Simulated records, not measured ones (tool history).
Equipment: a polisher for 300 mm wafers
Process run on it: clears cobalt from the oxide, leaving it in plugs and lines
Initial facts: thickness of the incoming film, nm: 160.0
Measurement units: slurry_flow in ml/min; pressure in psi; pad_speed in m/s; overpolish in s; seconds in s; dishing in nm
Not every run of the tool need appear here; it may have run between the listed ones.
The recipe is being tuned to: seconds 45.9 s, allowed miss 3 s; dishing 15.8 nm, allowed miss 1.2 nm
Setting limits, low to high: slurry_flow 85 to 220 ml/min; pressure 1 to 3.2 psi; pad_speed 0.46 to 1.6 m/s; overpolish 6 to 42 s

run  hour  slurry_flow  pressure  pad_speed  overpolish  seconds  dishing
  1     0          140       2.1       1.02          21   27.532   49.036
  2     6          140       1.9       1.02          21   30.728   48.298
  3  14.8          120       1.9       1.02          21   32.295   45.755
  4  23.4          120       2.2       1.02          21   28.452   48.103
  5  27.8          115       2.2       0.94          18   30.874   45.332
  6  28.9          115       2.2       1.14          18   25.443   47.074
  7  35.3          110         2       1.12          16   29.391   42.686
  8  40.1          105       1.8       1.14          14   31.506   38.875
  9  43.5          100       1.6       1.14          12   37.167   33.132
 10  51.5           95       1.5       1.16          11   39.153   27.236
 11  57.5           95       1.4       1.18          10    40.71   26.914
 12  66.3           85         2        0.9           6   37.617   18.322
 13  73.2           85         2       0.88           6   37.978   17.462

Exactly one of the 4 candidate moves below puts every result within its allowed miss. Which one?
  A  80.1           85       1.6       1.04           8        ?        ?
  B  80.1           90       1.6       0.74           6        ?        ?
  C  80.1          105       1.9       0.98           6        ?        ?
  D  80.1           85       1.4       1.06           6        ?        ?

move  seconds  dishing
   A   40.131   21.643
   B   52.084   13.744
   C   33.456   19.895
   D   44.879   15.615
A: misses by more than the last run did
B: moves the result that the last run missed by most past its target, out the other side
C: misses by more than the last run did
D: in spec on every target
Move D is the one to make.

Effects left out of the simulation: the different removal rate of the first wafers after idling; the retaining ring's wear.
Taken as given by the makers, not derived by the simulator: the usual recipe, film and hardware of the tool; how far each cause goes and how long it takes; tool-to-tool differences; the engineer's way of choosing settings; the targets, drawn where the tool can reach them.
